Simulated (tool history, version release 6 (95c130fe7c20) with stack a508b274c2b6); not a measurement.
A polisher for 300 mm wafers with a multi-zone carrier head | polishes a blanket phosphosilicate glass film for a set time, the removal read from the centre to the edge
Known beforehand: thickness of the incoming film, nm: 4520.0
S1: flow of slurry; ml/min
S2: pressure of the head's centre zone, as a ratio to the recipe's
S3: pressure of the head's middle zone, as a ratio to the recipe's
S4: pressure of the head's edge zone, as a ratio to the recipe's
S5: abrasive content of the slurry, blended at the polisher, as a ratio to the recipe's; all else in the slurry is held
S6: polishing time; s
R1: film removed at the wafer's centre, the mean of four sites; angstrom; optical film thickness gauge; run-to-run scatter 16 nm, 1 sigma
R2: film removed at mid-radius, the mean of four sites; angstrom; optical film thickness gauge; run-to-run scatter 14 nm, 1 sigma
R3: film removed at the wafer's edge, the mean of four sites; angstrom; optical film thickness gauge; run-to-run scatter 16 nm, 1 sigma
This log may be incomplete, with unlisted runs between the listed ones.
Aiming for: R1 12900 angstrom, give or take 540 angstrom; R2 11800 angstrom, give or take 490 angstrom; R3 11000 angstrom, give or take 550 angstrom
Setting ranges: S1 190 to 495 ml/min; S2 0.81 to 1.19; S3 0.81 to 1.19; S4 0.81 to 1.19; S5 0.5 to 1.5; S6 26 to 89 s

{"run": 1, "hour": 0.0, "S1": 320, "S2": 1, "S3": 1, "S4": 1, "S5": 1, "S6": 57, "R1": 8023.3, "R2": 7900.7, "R3": 7960.4}
{"run": 2, "hour": 2.5, "S1": 320, "S2": 1, "S3": 1.05, "S4": 1, "S5": 1, "S6": 57, "R1": 8012.8, "R2": 8255, "R3": 8114.8}
{"run": 3, "hour": 3.1, "S1": 325, "S2": 1.06, "S3": 1.08, "S4": 1, "S5": 1.15, "S6": 58, "R1": 9403.7, "R2": 9068, "R3": 8943.5}
{"run": 4, "hour": 8.7, "S1": 330, "S2": 1.09, "S3": 1.12, "S4": 0.98, "S5": 1.25, "S6": 59, "R1": 10302, "R2": 9976.5, "R3": 9385.2}
{"run": 5, "hour": 9.4, "S1": 330, "S2": 1.09, "S3": 1.12, "S4": 0.93, "S5": 1.25, "S6": 59, "R1": 10003, "R2": 10084, "R3": 8868.2}
{"run": 6, "hour": 14.1, "S1": 335, "S2": 1.12, "S3": 1.14, "S4": 0.95, "S5": 1.35, "S6": 59, "R1": 10886, "R2": 10588, "R3": 9275.4}
{"run": 7, "hour": 20.2, "S1": 335, "S2": 1.13, "S3": 1.15, "S4": 0.98, "S5": 1.4, "S6": 60, "R1": 11190, "R2": 10759, "R3": 9814}
{"run": 8, "hour": 27.6, "S1": 335, "S2": 1.15, "S3": 1.16, "S4": 0.99, "S5": 1.45, "S6": 61, "R1": 11666, "R2": 11337, "R3": 10187}
{"run": 9, "hour": 30.2, "S1": 340, "S2": 1.16, "S3": 1.15, "S4": 1, "S5": 1.45, "S6": 62, "R1": 12021, "R2": 11230, "R3": 10280}
{"run": 10, "hour": 31.4, "S1": 340, "S2": 1.17, "S3": 1.15, "S4": 1.01, "S5": 1.45, "S6": 63, "R1": 12027, "R2": 11325, "R3": 10701}

Which one of the following 5 next-run settings gets every result inside its allowed miss? There is exactly one.
{"run": "A", "hour": 32.6, "S1": 260, "S2": 1.05, "S3": 1.19, "S4": 1.04, "S5": 1.45, "S6": 68, "R1": "?", "R2": "?", "R3": "?"}
{"run": "B", "hour": 32.6, "S1": 350, "S2": 1.13, "S3": 1.13, "S4": 1, "S5": 1.25, "S6": 65, "R1": "?", "R2": "?", "R3": "?"}
{"run": "C", "hour": 32.6, "S1": 275, "S2": 1.06, "S3": 1.12, "S4": 1.02, "S5": 1.5, "S6": 63, "R1": "?", "R2": "?", "R3": "?"}
{"run": "D", "hour": 32.6, "S1": 345, "S2": 1.1, "S3": 1.03, "S4": 0.87, "S5": 1.3, "S6": 72, "R1": "?", "R2": "?", "R3": "?"}
{"run": "E", "hour": 32.6, "S1": 310, "S2": 1.12, "S3": 1.07, "S4": 1.16, "S5": 1.35, "S6": 67, "R1": "?", "R2": "?", "R3": "?"}

move=A R1=11517 R2=12335 R3=11238
move=B R1=11412 R2=10992 R3=10184
move=C R1=10979 R2=11127 R3=10527
move=D R1=12540 R2=11533 R3=10858
move=E R1=11907 R2=11101 R3=11475
A: further off than the last run
B: further off than the last run
C: further off than the last run
D: all results in spec
E: further off than the last run
D meets every target.
